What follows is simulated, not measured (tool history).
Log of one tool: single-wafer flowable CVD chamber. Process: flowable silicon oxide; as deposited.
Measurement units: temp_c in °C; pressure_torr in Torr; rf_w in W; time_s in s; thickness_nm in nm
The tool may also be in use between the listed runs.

run	hour	temp_c	pressure_torr	rf_w	time_s	thickness_nm
1	0.0	110	1.01	2570	712	458.92
2	2.8	108	1.01	2570	712	487.84
3	10.6	112	1.01	2570	712	437.65
4	17.2	119	1.01	2570	712	360.35
5	20.4	115	1.01	2570	712	400.46
6	26.1	115	1.01	2310	712	393.37
7	34.9	112	1.01	2310	712	422.90
8	40.9	109	1.01	2310	712	460.44

For run 9, what comes out?
9	47.9	107	1.01	2310	712	?

Run 9 produced thickness_nm 487.69 nm.
